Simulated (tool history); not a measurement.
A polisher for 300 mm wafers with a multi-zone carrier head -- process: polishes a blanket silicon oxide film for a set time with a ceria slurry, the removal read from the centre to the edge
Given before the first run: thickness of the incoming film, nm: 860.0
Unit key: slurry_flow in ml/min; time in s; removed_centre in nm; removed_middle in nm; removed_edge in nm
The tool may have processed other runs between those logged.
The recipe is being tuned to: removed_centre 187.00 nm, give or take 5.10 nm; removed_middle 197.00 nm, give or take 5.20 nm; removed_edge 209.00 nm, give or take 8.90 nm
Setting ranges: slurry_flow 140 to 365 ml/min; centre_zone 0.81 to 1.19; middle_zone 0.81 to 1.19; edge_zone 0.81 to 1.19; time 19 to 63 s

run	hour	slurry_flow	centre_zone	middle_zone	edge_zone	time	removed_centre	removed_middle	removed_edge
1	0.0	235	1.00	1.00	1.00	41	324.00	322.76	314.97
2	2.6	220	0.95	0.96	0.97	37	274.69	278.87	274.72
3	9.3	205	0.91	0.92	0.96	35	246.30	256.23	259.95
4	11.3	205	0.91	0.92	0.96	31	215.23	227.52	227.67
5	13.5	240	0.91	0.92	0.96	31	225.67	234.77	231.98
6	21.2	185	0.91	0.92	0.96	31	214.57	226.50	223.43
7	23.1	175	0.89	0.89	0.96	31	205.17	221.51	225.40
8	30.2	170	0.88	0.81	0.92	28	184.75	188.57	199.03
9	35.1	175	0.88	0.82	0.93	28	186.28	190.85	202.16

Which of these 5 next moves meets every target?
A	40.0	140	0.89	0.91	0.86	29	?	?	?
B	40.0	190	0.89	0.81	0.94	29	?	?	?
C	40.0	175	0.85	0.81	0.92	29	?	?	?
D	40.0	180	0.93	0.81	0.90	27	?	?	?
E	40.0	190	0.84	0.81	1.08	29	?	?	?

move	removed_centre	removed_middle	removed_edge
A	187.02	198.85	193.50
B	198.85	198.19	209.46
C	187.05	195.65	205.48
D	191.69	182.93	190.11
E	187.58	198.21	223.37
A: the furthest-off result lands on target, but another misses its tolerance
B: the furthest-off result lands on target, but another misses its tolerance
C: hits every target within its allowed miss
D: moves away from the targets compared with the last run
E: the furthest-off result lands on target, but another misses its tolerance
Go with C: it meets all targets.
